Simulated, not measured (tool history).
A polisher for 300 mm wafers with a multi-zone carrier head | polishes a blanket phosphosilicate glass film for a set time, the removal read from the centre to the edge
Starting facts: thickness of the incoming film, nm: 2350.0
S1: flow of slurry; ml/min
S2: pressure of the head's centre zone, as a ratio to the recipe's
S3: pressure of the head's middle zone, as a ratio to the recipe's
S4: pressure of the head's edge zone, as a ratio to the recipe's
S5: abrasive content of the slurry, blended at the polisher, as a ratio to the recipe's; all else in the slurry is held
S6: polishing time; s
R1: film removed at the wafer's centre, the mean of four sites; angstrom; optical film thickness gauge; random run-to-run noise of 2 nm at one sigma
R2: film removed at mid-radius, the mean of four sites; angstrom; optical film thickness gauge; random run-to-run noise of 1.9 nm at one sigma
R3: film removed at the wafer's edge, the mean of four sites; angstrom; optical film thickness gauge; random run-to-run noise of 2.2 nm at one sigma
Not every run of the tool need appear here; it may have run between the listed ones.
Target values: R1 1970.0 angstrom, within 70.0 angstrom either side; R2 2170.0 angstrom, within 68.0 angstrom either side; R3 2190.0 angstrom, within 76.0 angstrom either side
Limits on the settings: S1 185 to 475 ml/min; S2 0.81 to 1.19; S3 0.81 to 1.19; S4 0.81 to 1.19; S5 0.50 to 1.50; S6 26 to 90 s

{"run": 1, "hour": 0.0, "S1": 305, "S2": 1.0, "S3": 1.0, "S4": 1.0, "S5": 1.0, "S6": 58, "R1": 2505.9, "R2": 2450.4, "R3": 2382.8}
{"run": 2, "hour": 8.1, "S1": 305, "S2": 1.0, "S3": 0.92, "S4": 1.0, "S5": 1.0, "S6": 58, "R1": 2460.8, "R2": 2280.8, "R3": 2448.4}
{"run": 3, "hour": 14.4, "S1": 300, "S2": 0.95, "S3": 0.92, "S4": 0.97, "S5": 0.95, "S6": 58, "R1": 2311.5, "R2": 2230.8, "R3": 2388.3}
{"run": 4, "hour": 15.0, "S1": 270, "S2": 0.95, "S3": 0.92, "S4": 0.97, "S5": 0.95, "S6": 58, "R1": 2327.2, "R2": 2260.4, "R3": 2382.7}
{"run": 5, "hour": 20.5, "S1": 265, "S2": 0.92, "S3": 0.93, "S4": 0.96, "S5": 0.9, "S6": 58, "R1": 2204.5, "R2": 2231.5, "R3": 2278.5}
{"run": 6, "hour": 21.6, "S1": 265, "S2": 0.92, "S3": 0.93, "S4": 0.96, "S5": 0.7, "S6": 58, "R1": 2068.4, "R2": 2052.6, "R3": 2108.7}
{"run": 7, "hour": 23.9, "S1": 265, "S2": 0.9, "S3": 0.94, "S4": 0.97, "S5": 0.7, "S6": 58, "R1": 2005.5, "R2": 2023.5, "R3": 2148.7}
{"run": 8, "hour": 32.6, "S1": 285, "S2": 0.88, "S3": 1.04, "S4": 0.97, "S5": 0.7, "S6": 58, "R1": 1979.9, "R2": 2268.0, "R3": 2146.4}
{"run": 9, "hour": 36.4, "S1": 285, "S2": 0.88, "S3": 1.03, "S4": 0.98, "S5": 0.7, "S6": 58, "R1": 1972.5, "R2": 2258.1, "R3": 2098.3}

Exercise: of the 5 proposed moves below, exactly one satisfies all targets within the stated allowed misses. Which move is it?
{"run": "A", "hour": 40.2, "S1": 385, "S2": 0.81, "S3": 1.02, "S4": 0.83, "S5": 0.55, "S6": 66, "R1": "?", "R2": "?", "R3": "?"}
{"run": "B", "hour": 40.2, "S1": 270, "S2": 0.92, "S3": 1.03, "S4": 1.0, "S5": 0.7, "S6": 54, "R1": "?", "R2": "?", "R3": "?"}
{"run": "C", "hour": 40.2, "S1": 280, "S2": 0.97, "S3": 1.08, "S4": 1.0, "S5": 0.55, "S6": 57, "R1": "?", "R2": "?", "R3": "?"}
{"run": "D", "hour": 40.2, "S1": 280, "S2": 0.86, "S3": 0.97, "S4": 0.97, "S5": 0.7, "S6": 59, "R1": "?", "R2": "?", "R3": "?"}
{"run": "E", "hour": 40.2, "S1": 190, "S2": 0.97, "S3": 1.14, "S4": 0.96, "S5": 0.85, "S6": 53, "R1": "?", "R2": "?", "R3": "?"}

move=A R1=1952.7 R2=2399.6 R3=2143.5
move=B R1=1894.9 R2=2069.2 R3=2013.5
move=C R1=1965.9 R2=2117.0 R3=1976.0
move=D R1=1940.8 R2=2157.3 R3=2175.4
move=E R1=1999.7 R2=2265.3 R3=1999.0
A: lands further from the targets than the last run did
B: takes the biggest miss from the last run beyond its target
C: the furthest-off result lands on target, but another misses its tolerance
D: every result lands within tolerance
E: lands further from the targets than the last run did
The move that meets every target is D.
